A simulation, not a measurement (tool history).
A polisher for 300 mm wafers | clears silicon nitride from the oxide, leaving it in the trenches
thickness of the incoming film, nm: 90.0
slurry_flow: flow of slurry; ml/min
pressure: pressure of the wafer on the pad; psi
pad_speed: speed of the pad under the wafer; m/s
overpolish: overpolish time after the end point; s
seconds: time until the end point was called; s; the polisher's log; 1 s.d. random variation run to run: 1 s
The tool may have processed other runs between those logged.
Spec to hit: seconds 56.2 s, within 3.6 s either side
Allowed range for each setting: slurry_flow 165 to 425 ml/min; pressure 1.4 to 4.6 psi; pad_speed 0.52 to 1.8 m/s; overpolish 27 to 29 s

run	day	slurry_flow	pressure	pad_speed	overpolish	seconds
1	0	275	3	1.16	27	75.628
2	0.138	275	3	1.04	27	78.376
3	0.333	305	3	1.04	27	84.132
4	0.583	340	3	1.04	27	79.206
5	0.838	340	3.1	1.04	27	78.745
6	1.183	340	3.2	1.06	27	75.043
7	1.379	340	3.3	1.06	27	73.208
8	1.438	340	4.1	1.12	27	58.923

Consider the 4 candidate settings below. Which is the only one whose results all fall within their allowed miss of target?
A	1.496	360	3.5	1.18	27	?
B	1.496	340	4.2	1.2	29	?
C	1.496	360	4.6	0.88	27	?
D	1.496	290	3.5	1.2	27	?

move	seconds
A	65.716
B	57.306
C	66.248
D	65.823
A: misses by more than the last run did
B: every result within its allowed miss
C: misses by more than the last run did
D: misses by more than the last run did
The right move is B.
